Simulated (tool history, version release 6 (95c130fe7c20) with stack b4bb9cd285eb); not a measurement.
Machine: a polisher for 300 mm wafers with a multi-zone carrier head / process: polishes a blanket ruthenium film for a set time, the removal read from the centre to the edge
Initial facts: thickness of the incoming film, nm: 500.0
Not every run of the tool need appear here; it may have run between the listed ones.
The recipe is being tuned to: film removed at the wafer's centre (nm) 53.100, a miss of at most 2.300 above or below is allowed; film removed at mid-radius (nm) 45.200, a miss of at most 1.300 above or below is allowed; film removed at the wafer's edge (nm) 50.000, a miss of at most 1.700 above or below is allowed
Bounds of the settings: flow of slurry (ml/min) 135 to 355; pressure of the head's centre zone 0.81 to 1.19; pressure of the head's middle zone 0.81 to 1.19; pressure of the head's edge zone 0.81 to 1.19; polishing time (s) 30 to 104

run,hour,flow of slurry (ml/min),pressure of the head's centre zone,pressure of the head's middle zone,pressure of the head's edge zone,polishing time (s),film removed at the wafer's centre (nm),film removed at mid-radius (nm),film removed at the wafer's edge (nm)
1,0.0,225,1.00,1.00,1.00,67,57.863,59.422,58.919
2,6.6,225,1.00,1.07,1.00,67,57.663,63.539,58.549
3,9.8,215,1.01,1.01,0.97,65,55.653,57.345,56.242
4,13.5,185,1.01,1.01,0.97,65,54.287,56.308,54.843
5,17.1,180,1.02,0.97,0.95,64,54.041,54.447,53.582
6,18.9,180,1.03,0.93,0.95,63,53.847,51.238,54.569
7,27.1,175,1.05,0.91,0.93,62,53.160,49.784,51.695
8,30.3,155,1.09,0.81,0.95,61,53.348,43.049,51.090

5 next moves are on the table. One of them brings every result within its allowed miss. Which?
A,33.5,180,1.00,0.98,0.82,57,?,?,?
B,33.5,190,1.05,0.83,0.88,60,?,?,?
C,33.5,190,1.04,0.91,0.89,61,?,?,?
D,33.5,150,1.07,0.95,0.91,56,?,?,?
E,33.5,175,1.04,0.96,0.86,57,?,?,?

move,film removed at the wafer's centre (nm),film removed at mid-radius (nm),film removed at the wafer's edge (nm)
A,46.756,48.904,46.131
B,52.112,45.196,50.227
C,52.502,49.574,51.226
D,47.513,45.389,46.094
E,48.395,47.842,46.800
A: pushes the last run's worst result past its target
B: all results in spec
C: pushes the last run's worst result past its target
D: gets the furthest-off result to its target, but another result is out of tolerance
E: pushes the last run's worst result past its target
Correct choice: B, which meets every target
